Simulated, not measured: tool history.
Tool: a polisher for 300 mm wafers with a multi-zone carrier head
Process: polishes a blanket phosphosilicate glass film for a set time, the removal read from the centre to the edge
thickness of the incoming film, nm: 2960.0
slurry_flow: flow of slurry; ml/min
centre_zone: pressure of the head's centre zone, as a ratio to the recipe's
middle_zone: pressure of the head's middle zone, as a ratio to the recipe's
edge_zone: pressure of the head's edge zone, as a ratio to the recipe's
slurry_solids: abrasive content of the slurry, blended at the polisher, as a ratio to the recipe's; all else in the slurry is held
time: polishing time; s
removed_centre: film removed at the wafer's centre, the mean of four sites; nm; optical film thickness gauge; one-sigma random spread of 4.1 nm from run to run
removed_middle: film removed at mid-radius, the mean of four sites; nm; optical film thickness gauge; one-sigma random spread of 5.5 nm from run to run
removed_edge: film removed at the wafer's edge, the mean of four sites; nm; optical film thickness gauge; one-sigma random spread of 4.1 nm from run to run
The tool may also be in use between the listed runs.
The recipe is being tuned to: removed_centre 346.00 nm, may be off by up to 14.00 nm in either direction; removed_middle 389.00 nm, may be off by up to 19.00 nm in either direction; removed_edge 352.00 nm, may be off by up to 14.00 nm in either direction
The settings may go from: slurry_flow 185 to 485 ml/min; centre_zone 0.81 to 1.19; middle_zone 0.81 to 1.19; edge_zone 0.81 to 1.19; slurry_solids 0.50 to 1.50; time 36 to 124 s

run 1 hour=0.0 | slurry_flow=310 centre_zone=1.00 middle_zone=1.00 edge_zone=1.00 slurry_solids=1.00 time=79 | removed_centre=719.84 removed_middle=677.35 removed_edge=701.15
run 2 hour=2.8 | slurry_flow=310 centre_zone=1.00 middle_zone=1.00 edge_zone=0.96 slurry_solids=1.00 time=79 | removed_centre=722.14 removed_middle=682.30 removed_edge=663.91
run 3 hour=4.5 | slurry_flow=310 centre_zone=1.00 middle_zone=1.00 edge_zone=0.96 slurry_solids=1.00 time=61 | removed_centre=549.28 removed_middle=539.18 removed_edge=525.68
run 4 hour=9.2 | slurry_flow=310 centre_zone=1.00 middle_zone=1.00 edge_zone=0.96 slurry_solids=1.00 time=79 | removed_centre=725.57 removed_middle=687.37 removed_edge=682.79
run 5 hour=17.4 | slurry_flow=310 centre_zone=1.04 middle_zone=1.00 edge_zone=0.96 slurry_solids=1.00 time=79 | removed_centre=737.83 removed_middle=673.95 removed_edge=667.35
run 6 hour=18.6 | slurry_flow=310 centre_zone=1.04 middle_zone=1.05 edge_zone=0.96 slurry_solids=1.00 time=79 | removed_centre=728.99 removed_middle=713.91 removed_edge=681.78
run 7 hour=23.8 | slurry_flow=305 centre_zone=1.01 middle_zone=1.04 edge_zone=0.95 slurry_solids=0.90 time=74 | removed_centre=647.78 removed_middle=632.27 removed_edge=613.58
run 8 hour=30.2 | slurry_flow=305 centre_zone=0.99 middle_zone=1.05 edge_zone=0.93 slurry_solids=0.80 time=69 | removed_centre=573.37 removed_middle=583.45 removed_edge=542.19
run 9 hour=33.2 | slurry_flow=300 centre_zone=0.97 middle_zone=1.04 edge_zone=0.92 slurry_solids=0.75 time=65 | removed_centre=511.74 removed_middle=528.79 removed_edge=491.51
run 10 hour=34.6 | slurry_flow=295 centre_zone=0.95 middle_zone=1.03 edge_zone=0.91 slurry_solids=0.70 time=63 | removed_centre=476.93 removed_middle=480.73 removed_edge=474.18
run 11 hour=39.5 | slurry_flow=320 centre_zone=0.92 middle_zone=1.13 edge_zone=0.89 slurry_solids=0.50 time=43 | removed_centre=288.08 removed_middle=329.69 removed_edge=284.02
run 12 hour=45.7 | slurry_flow=315 centre_zone=0.92 middle_zone=1.13 edge_zone=0.91 slurry_solids=0.55 time=43 | removed_centre=296.62 removed_middle=338.62 removed_edge=300.74
run 13 hour=50.6 | slurry_flow=315 centre_zone=0.93 middle_zone=1.13 edge_zone=0.92 slurry_solids=0.60 time=43 | removed_centre=312.46 removed_middle=346.82 removed_edge=310.45
run 14 hour=57.8 | slurry_flow=315 centre_zone=0.93 middle_zone=1.13 edge_zone=0.92 slurry_solids=0.65 time=43 | removed_centre=316.99 removed_middle=361.31 removed_edge=316.25

4 candidate next runs follow, results not yet known. Just one meets every target within its allowed miss. Identify it.
run A hour=65.0 | slurry_flow=460 centre_zone=0.91 middle_zone=1.09 edge_zone=0.93 slurry_solids=0.50 time=51 | removed_centre=? removed_middle=? removed_edge=?
run B hour=65.0 | slurry_flow=225 centre_zone=1.04 middle_zone=0.93 edge_zone=0.98 slurry_solids=0.55 time=49 | removed_centre=? removed_middle=? removed_edge=?
run C hour=65.0 | slurry_flow=305 centre_zone=0.91 middle_zone=0.99 edge_zone=0.98 slurry_solids=0.50 time=48 | removed_centre=? removed_middle=? removed_edge=?
run D hour=65.0 | slurry_flow=320 centre_zone=0.89 middle_zone=1.09 edge_zone=1.01 slurry_solids=0.80 time=48 | removed_centre=? removed_middle=? removed_edge=?

move=A removed_centre=351.17 removed_middle=388.38 removed_edge=347.79
move=B removed_centre=366.44 removed_middle=313.37 removed_edge=334.23
move=C removed_centre=318.03 removed_middle=326.13 removed_edge=326.90
move=D removed_centre=363.57 removed_middle=412.47 removed_edge=386.12
A: every result within its allowed miss
B: its largest miss is bigger than the last run's
C: its largest miss is bigger than the last run's
D: takes the biggest miss from the last run beyond its target
Answer: A

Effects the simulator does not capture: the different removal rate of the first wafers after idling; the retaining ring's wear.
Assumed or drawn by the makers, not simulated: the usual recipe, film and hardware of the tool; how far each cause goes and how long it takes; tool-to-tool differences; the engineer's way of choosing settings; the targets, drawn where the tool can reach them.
